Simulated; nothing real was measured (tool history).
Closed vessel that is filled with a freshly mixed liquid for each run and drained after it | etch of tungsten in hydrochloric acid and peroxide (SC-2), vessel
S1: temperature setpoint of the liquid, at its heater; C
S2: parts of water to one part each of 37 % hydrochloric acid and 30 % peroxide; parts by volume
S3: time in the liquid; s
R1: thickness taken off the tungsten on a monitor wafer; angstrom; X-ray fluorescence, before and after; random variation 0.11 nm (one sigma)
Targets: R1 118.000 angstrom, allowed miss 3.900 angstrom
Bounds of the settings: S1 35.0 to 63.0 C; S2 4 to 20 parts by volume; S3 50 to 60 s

Run 1, hour 0.0: S1 47.0 C, S2 11 parts by volume, S3 60 s. Result: R1 82.499 angstrom.
Run 2, hour 4.6: S1 41.5 C, S2 11 parts by volume, S3 60 s. Result: R1 57.613 angstrom.
Run 3, hour 7.9: S1 35.0 C, S2 11 parts by volume, S3 60 s. Result: R1 35.302 angstrom.
Run 4, hour 12.8: S1 35.0 C, S2 11 parts by volume, S3 60 s. Result: R1 35.344 angstrom.
Run 5, hour 19.7: S1 41.0 C, S2 11 parts by volume, S3 60 s. Result: R1 54.694 angstrom.
Run 6, hour 27.2: S1 43.0 C, S2 11 parts by volume, S3 60 s. Result: R1 62.562 angstrom.
Run 7, hour 33.1: S1 44.5 C, S2 11 parts by volume, S3 60 s. Result: R1 69.516 angstrom.
Run 8, hour 41.2: S1 46.0 C, S2 11 parts by volume, S3 60 s. Result: R1 75.955 angstrom.
Run 9, hour 46.5: S1 47.0 C, S2 11 parts by volume, S3 60 s. Result: R1 82.549 angstrom.
Run 10, hour 53.0: S1 48.0 C, S2 11 parts by volume, S3 60 s. Result: R1 87.416 angstrom.
Run 11, hour 55.0: S1 49.0 C, S2 11 parts by volume, S3 60 s. Result: R1 93.282 angstrom.

4 next moves are on the table. One of them brings every result within its allowed miss. Which?
Run A, hour 57.0: S1 51.0 C, S2 10 parts by volume, S3 60 s. Result: R1 ?.
Run B, hour 57.0: S1 56.0 C, S2 11 parts by volume, S3 55 s. Result: R1 ?.
Run C, hour 57.0: S1 44.0 C, S2 8 parts by volume, S3 50 s. Result: R1 ?.
Run D, hour 57.0: S1 52.0 C, S2 9 parts by volume, S3 60 s. Result: R1 ?.

move       R1
   A  116.290
   B  136.360
   C   72.384
   D  135.520
A: meets every target
B: takes the result that was furthest off past its target
C: further off than the last run
D: takes the result that was furthest off past its target
Move A is the one to make.
